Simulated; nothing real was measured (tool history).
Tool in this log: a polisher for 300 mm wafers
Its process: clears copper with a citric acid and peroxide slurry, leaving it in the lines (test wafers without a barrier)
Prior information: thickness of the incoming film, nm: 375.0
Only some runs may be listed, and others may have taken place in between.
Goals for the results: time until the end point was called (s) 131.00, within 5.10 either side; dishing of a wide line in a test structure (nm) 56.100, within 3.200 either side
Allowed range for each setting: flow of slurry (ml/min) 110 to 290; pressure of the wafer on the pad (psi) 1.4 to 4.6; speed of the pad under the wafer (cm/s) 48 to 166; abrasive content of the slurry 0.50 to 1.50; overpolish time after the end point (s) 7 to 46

run,hour,flow of slurry (ml/min),pressure of the wafer on the pad (psi),speed of the pad under the wafer (cm/s),abrasive content of the slurry,overpolish time after the end point (s),time until the end point was called (s),dishing of a wide line in a test structure (nm)
1,0.0,185,3.0,106,1.00,24,154.63,40.922
2,2.8,185,3.1,106,1.00,25,148.42,43.776
3,8.4,185,3.1,106,1.00,26,148.75,45.077
4,10.9,185,3.1,90,1.00,26,173.57,40.411
5,12.4,185,3.2,90,1.00,26,171.99,41.782
6,13.9,155,3.2,90,1.00,26,170.84,40.721
7,17.9,155,3.2,90,1.00,26,173.99,40.206
8,18.6,155,3.2,90,1.00,26,170.64,39.442
9,23.0,160,3.3,90,1.00,26,166.34,41.460

Next run, 4 choices. One meets every target within its allowed miss, the rest don't. Which?
A,27.4,225,3.5,98,1.25,30,?,?
B,27.4,135,2.4,114,1.05,24,?,?
C,27.4,170,2.8,92,1.15,26,?,?
D,27.4,120,3.7,96,1.00,41,?,?

move,time until the end point was called (s),dishing of a wide line in a test structure (nm)
A,132.62,56.593
B,182.05,35.254
C,183.80,37.822
D,145.16,67.519
A: all results land within tolerance of their targets
B: its largest miss is bigger than the last run's
C: its largest miss is bigger than the last run's
D: better than the last run, though not everything is in spec
The right move is A.
